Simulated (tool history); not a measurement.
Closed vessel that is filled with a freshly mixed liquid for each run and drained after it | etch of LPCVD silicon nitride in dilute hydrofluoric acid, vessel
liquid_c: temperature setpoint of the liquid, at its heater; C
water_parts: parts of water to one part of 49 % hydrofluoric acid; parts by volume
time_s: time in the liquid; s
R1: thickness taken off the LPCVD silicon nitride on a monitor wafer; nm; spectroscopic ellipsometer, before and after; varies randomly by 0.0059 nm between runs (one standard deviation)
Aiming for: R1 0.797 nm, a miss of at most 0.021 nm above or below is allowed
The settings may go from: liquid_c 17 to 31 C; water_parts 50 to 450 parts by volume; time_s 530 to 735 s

run 1 hour=0 | liquid_c=23 water_parts=250 time_s=735 | R1=1.2535
run 2 hour=3.1 | liquid_c=22.5 water_parts=250 time_s=735 | R1=1.218
run 3 hour=7.3 | liquid_c=20 water_parts=250 time_s=735 | R1=1.0351
run 4 hour=9.2 | liquid_c=19.5 water_parts=250 time_s=735 | R1=1.0004
run 5 hour=12.5 | liquid_c=19 water_parts=250 time_s=735 | R1=0.96294
run 6 hour=21.2 | liquid_c=18 water_parts=260 time_s=735 | R1=0.88132
run 7 hour=26.5 | liquid_c=17 water_parts=275 time_s=735 | R1=0.76829
run 8 hour=28 | liquid_c=17 water_parts=275 time_s=735 | R1=0.77286

Next run, 5 choices. One meets every target within its allowed miss, the rest don't. Which?
run A hour=29.5 | liquid_c=18.5 water_parts=295 time_s=735 | R1=?
run B hour=29.5 | liquid_c=18 water_parts=305 time_s=725 | R1=?
run C hour=29.5 | liquid_c=17.5 water_parts=285 time_s=695 | R1=?
run D hour=29.5 | liquid_c=17 water_parts=210 time_s=530 | R1=?
run E hour=29.5 | liquid_c=18 water_parts=275 time_s=650 | R1=?

move=A R1=0.79912
move=B R1=0.73923
move=C R1=0.73181
move=D R1=0.72268
move=E R1=0.73169
A: all results in spec
B: the biggest miss grows against the last run
C: the biggest miss grows against the last run
D: the biggest miss grows against the last run
E: the biggest miss grows against the last run
The right move is A.

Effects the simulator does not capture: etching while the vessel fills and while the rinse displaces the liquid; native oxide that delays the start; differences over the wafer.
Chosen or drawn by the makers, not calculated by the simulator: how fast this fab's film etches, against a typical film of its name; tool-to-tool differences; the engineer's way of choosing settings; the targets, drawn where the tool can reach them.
